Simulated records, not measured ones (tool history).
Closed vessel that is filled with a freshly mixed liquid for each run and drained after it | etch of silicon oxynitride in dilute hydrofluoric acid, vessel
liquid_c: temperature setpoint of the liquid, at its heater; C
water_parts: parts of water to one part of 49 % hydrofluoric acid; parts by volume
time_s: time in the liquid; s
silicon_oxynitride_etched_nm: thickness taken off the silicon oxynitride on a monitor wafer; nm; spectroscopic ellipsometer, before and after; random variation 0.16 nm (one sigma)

| run | hour | liquid_c | water_parts | time_s | silicon_oxynitride_etched_nm |
|---|---|---|---|---|---|
| 1 | 0 | 23 | 40 | 110 | 9.0249 |
| 2 | 3.5 | 23 | 50 | 110 | 7.1261 |
| 3 | 4.7 | 24 | 45 | 110 | 8.2976 |
| 4 | 11.2 | 25 | 40 | 110 | 9.9341 |
| 5 | 16.4 | 23 | 40 | 110 | 9.0244 |
| 6 | 19.5 | 23 | 50 | 110 | 7.2306 |
| 7 | 22 | 24 | 45 | 110 | 8.3738 |

Run 8 comes next. What will it give?
| 8 | 23.2 | 25 | 40 | 110 | ? |

silicon_oxynitride_etched_nm: 9.8671 nm
